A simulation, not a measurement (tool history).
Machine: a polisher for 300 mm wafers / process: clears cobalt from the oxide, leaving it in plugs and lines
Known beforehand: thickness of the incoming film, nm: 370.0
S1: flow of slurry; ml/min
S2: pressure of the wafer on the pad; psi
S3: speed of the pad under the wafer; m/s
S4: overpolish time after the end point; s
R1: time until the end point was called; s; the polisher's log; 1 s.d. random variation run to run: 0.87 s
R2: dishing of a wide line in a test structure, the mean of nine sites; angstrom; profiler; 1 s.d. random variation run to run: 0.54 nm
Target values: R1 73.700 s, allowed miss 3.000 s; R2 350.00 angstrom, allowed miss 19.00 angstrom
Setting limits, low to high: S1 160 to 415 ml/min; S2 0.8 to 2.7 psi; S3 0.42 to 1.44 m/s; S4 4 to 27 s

{"run": 1, "hour": 0.0, "S1": 265, "S2": 1.7, "S3": 0.92, "S4": 14, "R1": 105.5, "R2": 367.95}
{"run": 2, "hour": 1.5, "S1": 265, "S2": 1.7, "S3": 0.78, "S4": 14, "R1": 121.5, "R2": 336.64}
{"run": 3, "hour": 9.5, "S1": 265, "S2": 1.9, "S3": 0.78, "S4": 14, "R1": 109.96, "R2": 358.59}
{"run": 4, "hour": 15.8, "S1": 265, "S2": 1.9, "S3": 0.78, "S4": 11, "R1": 108.21, "R2": 302.16}
{"run": 5, "hour": 19.6, "S1": 265, "S2": 2.1, "S3": 0.78, "S4": 11, "R1": 100.67, "R2": 324.33}
{"run": 6, "hour": 21.1, "S1": 265, "S2": 2.2, "S3": 0.78, "S4": 10, "R1": 98.455, "R2": 305.47}
{"run": 7, "hour": 24.0, "S1": 270, "S2": 2.7, "S3": 0.84, "S4": 10, "R1": 77.049, "R2": 372.44}
{"run": 8, "hour": 27.2, "S1": 270, "S2": 2.7, "S3": 0.86, "S4": 10, "R1": 73.841, "R2": 360.76}

4 candidate next runs follow, results not yet known. Just one meets every target within its allowed miss. Identify it.
{"run": "A", "hour": 30.4, "S1": 295, "S2": 2.7, "S3": 0.84, "S4": 12, "R1": "?", "R2": "?"}
{"run": "B", "hour": 30.4, "S1": 245, "S2": 2.2, "S3": 0.98, "S4": 9, "R1": "?", "R2": "?"}
{"run": "C", "hour": 30.4, "S1": 265, "S2": 2.5, "S3": 0.88, "S4": 10, "R1": "?", "R2": "?"}
{"run": "D", "hour": 30.4, "S1": 250, "S2": 2.6, "S3": 0.92, "S4": 9, "R1": "?", "R2": "?"}

move=A R1=76.100 R2=414.30
move=B R1=80.337 R2=336.12
move=C R1=78.822 R2=364.26
move=D R1=73.664 R2=355.53
A: the biggest miss grows against the last run
B: puts the biggest miss on target and leaves a different result outside tolerance
C: puts the biggest miss on target and leaves a different result outside tolerance
D: each result inside its tolerance
The right move is D.

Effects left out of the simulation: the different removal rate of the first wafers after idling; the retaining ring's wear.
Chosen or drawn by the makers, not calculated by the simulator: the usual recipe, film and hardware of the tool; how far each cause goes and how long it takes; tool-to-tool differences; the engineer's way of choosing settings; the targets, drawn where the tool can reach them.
